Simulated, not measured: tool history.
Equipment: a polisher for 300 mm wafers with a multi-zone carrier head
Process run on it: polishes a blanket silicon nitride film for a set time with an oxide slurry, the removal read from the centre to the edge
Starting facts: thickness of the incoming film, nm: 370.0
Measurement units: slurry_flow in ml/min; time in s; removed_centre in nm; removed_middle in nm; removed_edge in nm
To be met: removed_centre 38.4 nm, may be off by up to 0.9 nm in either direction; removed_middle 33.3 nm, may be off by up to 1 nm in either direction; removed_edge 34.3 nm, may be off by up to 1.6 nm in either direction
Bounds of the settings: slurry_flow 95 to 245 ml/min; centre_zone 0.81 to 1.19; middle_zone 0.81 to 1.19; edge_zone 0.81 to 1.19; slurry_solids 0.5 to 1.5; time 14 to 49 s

run	day	slurry_flow	centre_zone	middle_zone	edge_zone	slurry_solids	time	removed_centre	removed_middle	removed_edge
1	0	155	1	1	1	1	31	24.299	24.013	24.687
2	0.162	155	1	0.93	1	1	31	24.327	22.505	23.702
3	0.504	130	1	0.93	1	1	31	23.303	21.79	23.077
4	0.704	130	1	0.93	1	0.9	31	22.015	20.584	22.692
5	0.8	150	1.05	0.98	1.06	1	32	26.139	24.007	25.301
6	1.033	165	1.07	0.99	1.1	1.1	33	29.391	26.965	27.856
7	1.296	175	1.09	0.99	1.13	1.2	34	32.257	28.801	30.965
8	1.321	190	1.11	1.01	1.14	1.25	34	33.821	30.131	31.217
9	1.583	190	1.13	1.02	1.15	1.3	34	35.13	31.262	32.627
10	1.938	200	1.14	1.03	1.16	1.3	34	35.972	31.827	32.949
11	2.038	210	1.15	1.03	1.17	1.3	34	36.045	31.644	32.679
12	2.246	210	1.16	1.03	1.17	1.35	34	36.61	32.132	34.17

Exercise: of the 5 proposed moves below, exactly one satisfies all targets within the stated allowed misses. Which move is it?
A	2.454	170	1.12	0.98	1.03	1.45	37	?	?	?
B	2.454	190	1.06	0.92	1.17	1.5	38	?	?	?
C	2.454	210	1.16	1.12	1.15	1.2	37	?	?	?
D	2.454	225	1.15	1.13	1.12	1.5	34	?	?	?
E	2.454	230	1.19	1	1.08	1.25	37	?	?	?

move	removed_centre	removed_middle	removed_edge
A	38.557	33.57	34.465
B	38.723	33.743	38.785
C	38.683	36.226	34.728
D	38.726	36.826	34.472
E	40.865	33.847	34.561
A: each result inside its tolerance
B: brings the result that was furthest off to its target, and leaves another outside
C: brings the result that was furthest off to its target, and leaves another outside
D: brings the result that was furthest off to its target, and leaves another outside
E: carries the result that was furthest off beyond its target, to the other side
Go with A: it meets all targets.

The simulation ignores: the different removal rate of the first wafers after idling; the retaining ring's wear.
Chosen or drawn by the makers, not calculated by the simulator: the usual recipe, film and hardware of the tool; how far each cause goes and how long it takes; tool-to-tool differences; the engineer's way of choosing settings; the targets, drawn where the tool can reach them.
